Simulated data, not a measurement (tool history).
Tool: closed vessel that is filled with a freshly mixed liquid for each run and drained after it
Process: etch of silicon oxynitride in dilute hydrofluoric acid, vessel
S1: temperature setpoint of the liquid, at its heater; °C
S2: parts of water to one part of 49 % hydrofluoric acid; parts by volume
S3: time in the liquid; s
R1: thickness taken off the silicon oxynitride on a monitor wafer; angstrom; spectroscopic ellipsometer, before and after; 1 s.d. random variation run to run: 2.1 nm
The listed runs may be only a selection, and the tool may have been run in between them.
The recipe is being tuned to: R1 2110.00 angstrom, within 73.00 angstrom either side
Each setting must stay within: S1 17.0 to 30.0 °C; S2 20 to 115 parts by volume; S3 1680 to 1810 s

run,day,S1,S2,S3,R1
1,0.000,22.0,65,1680,627.25
2,0.208,22.0,65,1680,611.40
3,0.325,22.0,75,1680,525.02
4,0.533,23.0,70,1695,598.63
5,0.650,23.0,55,1695,777.09
6,0.721,23.0,50,1695,859.38
7,0.858,23.5,45,1705,993.82
8,1.129,24.0,45,1705,1024.40
9,1.171,24.5,45,1705,1034.50
10,1.221,25.0,45,1705,1065.80
11,1.417,25.5,45,1705,1086.60
12,1.742,26.0,45,1705,1113.60
13,1.933,26.5,45,1705,1118.50
14,2.125,27.0,40,1710,1322.10
15,2.250,27.5,40,1710,1335.80
16,2.471,29.0,30,1715,1979.90
17,2.608,29.5,30,1715,2003.20

Exercise: of the 4 proposed moves below, exactly one satisfies all targets within the stated allowed misses. Which move is it?
A,2.746,30.0,30,1775,?
B,2.746,29.0,30,1690,?
C,2.746,28.0,30,1680,?
D,2.746,30.0,35,1780,?

move,R1
A,2141.50
B,1944.30
C,1842.50
D,1832.50
A: in spec on every target
B: lands further from the targets than the last run did
C: lands further from the targets than the last run did
D: lands further from the targets than the last run did
A is the move that brings every result within its allowed miss.
